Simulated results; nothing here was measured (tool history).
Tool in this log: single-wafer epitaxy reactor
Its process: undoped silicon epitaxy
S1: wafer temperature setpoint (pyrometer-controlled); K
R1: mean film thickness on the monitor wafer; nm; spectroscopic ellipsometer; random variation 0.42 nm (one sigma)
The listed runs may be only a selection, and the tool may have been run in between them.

run 1 hour=0.0 | S1=923.15 deposition_time_(s)=492 | R1=83.882
run 2 hour=5.7 | S1=933.15 deposition_time_(s)=492 | R1=107.760
run 3 hour=14.1 | S1=932.15 deposition_time_(s)=492 | R1=104.720
run 4 hour=18.6 | S1=932.15 deposition_time_(s)=543 | R1=115.740
run 5 hour=26.1 | S1=930.15 deposition_time_(s)=543 | R1=110.120
run 6 hour=32.0 | S1=929.15 deposition_time_(s)=543 | R1=107.620
run 7 hour=33.9 | S1=928.15 deposition_time_(s)=543 | R1=104.320

Predict the results of run 8:
run 8 hour=35.0 | S1=927.15 deposition_time_(s)=543 | R1=?

R1: 102.760 nm
